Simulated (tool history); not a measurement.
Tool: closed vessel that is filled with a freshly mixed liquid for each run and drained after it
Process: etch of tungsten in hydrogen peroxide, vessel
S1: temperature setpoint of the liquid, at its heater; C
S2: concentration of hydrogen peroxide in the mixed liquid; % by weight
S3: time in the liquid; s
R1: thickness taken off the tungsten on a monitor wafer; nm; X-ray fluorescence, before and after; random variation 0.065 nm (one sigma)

Run 1, hour 0.0: S1 50.0 C, S2 17.0 % by weight, S3 35 s. Result: R1 26.568 nm.
Run 2, hour 4.8: S1 50.0 C, S2 14.5 % by weight, S3 35 s. Result: R1 24.437 nm.
Run 3, hour 6.8: S1 50.0 C, S2 16.0 % by weight, S3 35 s. Result: R1 25.715 nm.
Run 4, hour 8.8: S1 50.0 C, S2 16.0 % by weight, S3 35 s. Result: R1 25.650 nm.
Run 5, hour 14.3: S1 50.0 C, S2 13.0 % by weight, S3 35 s. Result: R1 23.065 nm.
Run 6, hour 15.0: S1 43.5 C, S2 13.0 % by weight, S3 35 s. Result: R1 15.415 nm.
Run 7, hour 19.7: S1 44.5 C, S2 13.0 % by weight, S3 35 s. Result: R1 16.379 nm.

The next listed run, before its measurement:
Run 8, hour 22.9: S1 45.5 C, S2 13.0 % by weight, S3 35 s. Result: R1 ?.

{"run 8": {"R1": 17.453}}
